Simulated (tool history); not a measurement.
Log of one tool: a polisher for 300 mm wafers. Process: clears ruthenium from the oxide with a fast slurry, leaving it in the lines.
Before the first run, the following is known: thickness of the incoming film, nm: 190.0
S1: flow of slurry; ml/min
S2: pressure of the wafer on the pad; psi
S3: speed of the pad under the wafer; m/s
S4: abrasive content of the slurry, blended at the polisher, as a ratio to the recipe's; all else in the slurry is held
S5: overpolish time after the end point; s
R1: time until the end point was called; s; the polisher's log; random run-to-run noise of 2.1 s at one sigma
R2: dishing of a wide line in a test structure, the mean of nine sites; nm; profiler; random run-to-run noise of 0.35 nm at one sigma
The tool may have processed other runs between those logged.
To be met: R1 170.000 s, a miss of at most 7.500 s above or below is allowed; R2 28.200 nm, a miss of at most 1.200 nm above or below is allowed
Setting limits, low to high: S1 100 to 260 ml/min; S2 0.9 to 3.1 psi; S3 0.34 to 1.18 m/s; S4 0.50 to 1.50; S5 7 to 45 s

run  hour   S1   S2    S3    S4  S5       R1      R2
  1   0.0  165  2.0  0.76  1.00  23   89.850  42.082
  2   5.3  165  1.9  0.76  1.00  23   91.623  41.398
  3   7.9  135  1.9  0.76  1.00  23   96.102  39.422
  4  12.5  135  1.9  0.76  0.85  23  102.930  37.691
  5  21.5  110  1.9  0.76  0.85  23  107.240  35.778
  6  28.5  110  1.8  0.76  0.85  23  113.280  33.992
  7  36.2  110  1.7  0.76  0.85  23  117.040  33.478
  8  37.6  110  1.6  0.76  0.85  23  122.950  31.605
  9  44.0  110  1.5  0.76  0.85  23  129.510  30.569
 10  50.2  110  1.5  0.76  0.85  23  127.690  30.719
 11  51.2  110  1.5  0.76  0.85  23  129.080  30.213
 12  59.8  110  1.4  0.76  0.85  23  136.130  28.750
 13  62.8  105  1.2  0.76  0.85  26  156.310  28.766

Pick the move, out of 4, that brings all results within their allowed miss; only one does.
  A  65.8  100  1.0  0.78  0.75  34   ?   ?
  B  65.8  100  0.9  0.76  0.80  35   ?   ?
  C  65.8  100  0.9  0.78  1.10  32   ?   ?
  D  65.8  110  1.2  0.66  0.90  28   ?   ?

move       R1      R2
   A  183.510  31.644
   B  197.010  30.454
   C  170.660  31.989
   D  172.230  28.074
A: moves the result that the last run missed by most past its target, out the other side
B: moves the result that the last run missed by most past its target, out the other side
C: the worst result of the last run now meets its target, but another is out of spec
D: all results in spec
D is the move that brings every result within its allowed miss.

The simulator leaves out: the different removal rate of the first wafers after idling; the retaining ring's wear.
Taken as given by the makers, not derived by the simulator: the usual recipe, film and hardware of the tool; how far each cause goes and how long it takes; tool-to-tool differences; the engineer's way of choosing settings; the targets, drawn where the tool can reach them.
